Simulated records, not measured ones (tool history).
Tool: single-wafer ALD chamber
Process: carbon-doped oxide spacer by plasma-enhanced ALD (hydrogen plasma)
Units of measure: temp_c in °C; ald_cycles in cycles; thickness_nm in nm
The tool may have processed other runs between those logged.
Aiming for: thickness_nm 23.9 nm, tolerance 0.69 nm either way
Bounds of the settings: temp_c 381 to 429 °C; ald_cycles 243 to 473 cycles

run,hour,temp_c,ald_cycles,thickness_nm
1,0,405,358,19.594
2,0.8,403,377,20.763
3,5.1,402,391,21.635
4,13,401,401,22.095
5,16.3,401,352,19.502
6,21.1,406,352,19.25
7,29.8,405,375,20.561
8,33.3,404,391,21.507
9,36.2,403,402,22.087

Next run, 5 choices. One meets every target within its allowed miss, the rest don't. Which?
A,39.1,387,408,?
B,39.1,396,374,?
C,39.1,418,393,?
D,39.1,397,428,?
E,39.1,404,455,?

move,thickness_nm
A,22.687
B,20.797
C,20.775
D,23.799
E,24.988
A: gains on the last run, yet a result remains outside its allowed miss
B: moves away from the targets compared with the last run
C: moves away from the targets compared with the last run
D: every result lands within tolerance
E: the result that was furthest off in the last run now lies on the other side of its target
D meets every target.

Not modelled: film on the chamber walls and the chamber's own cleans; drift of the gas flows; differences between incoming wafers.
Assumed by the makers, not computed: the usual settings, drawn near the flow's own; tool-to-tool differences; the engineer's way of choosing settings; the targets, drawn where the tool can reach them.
